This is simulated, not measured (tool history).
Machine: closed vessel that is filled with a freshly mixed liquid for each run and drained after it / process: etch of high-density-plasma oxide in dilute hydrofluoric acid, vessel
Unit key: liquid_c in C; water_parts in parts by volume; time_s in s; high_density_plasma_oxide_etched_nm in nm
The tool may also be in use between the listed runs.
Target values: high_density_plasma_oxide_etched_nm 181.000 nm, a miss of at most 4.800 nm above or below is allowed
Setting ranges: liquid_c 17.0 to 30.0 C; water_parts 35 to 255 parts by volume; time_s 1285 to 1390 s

run  hour  liquid_c  water_parts  time_s  high_density_plasma_oxide_etched_nm
  1   0.0      22.0          145    1285                               83.942
  2   7.8      22.0          115    1285                              109.270
  3  14.5      20.0          115    1285                              101.500
  4  23.0      20.0          135    1285                               84.599
  5  29.8      21.0          130    1285                               91.921
  6  38.0      21.0          110    1285                              111.100
  7  42.0      22.0          110    1285                              114.450
  8  42.6      23.0          110    1285                              120.520
  9  44.0      24.0          110    1285                              126.540
 10  48.5      24.5          110    1285                              126.820
 11  49.1      25.0          110    1285                              130.060
 12  52.9      25.5          110    1285                              132.350
 13  54.3      26.0          110    1285                              134.630
 14  58.8      26.5          110    1285                              138.090
 15  67.7      27.0          110    1285                              139.510
 16  74.4      27.5          110    1285                              144.410
 17  80.7      28.0          110    1285                              147.870
 18  86.4      29.0          100    1285                              169.850
 19  91.3      30.0           95    1285                              185.950
     99.7  -- hydrofluoric acid flow meter replaced
 20  99.7      29.5           95    1285                              167.580

Exercise: of the 4 proposed moves below, exactly one satisfies all targets within the stated allowed misses. Which move is it?
  A  108.1      28.5          100    1340                                    ?
  B  108.1      21.0           70    1375                                    ?
  C  108.1      28.5          100    1285                                    ?
  D  108.1      29.5          100    1285                                    ?

move  high_density_plasma_oxide_etched_nm
   A                              158.980
   B                              179.680
   C                              152.450
   D                              158.330
A: misses by more than the last run did
B: meets every target
C: misses by more than the last run did
D: misses by more than the last run did
B is the move that brings every result within its allowed miss.
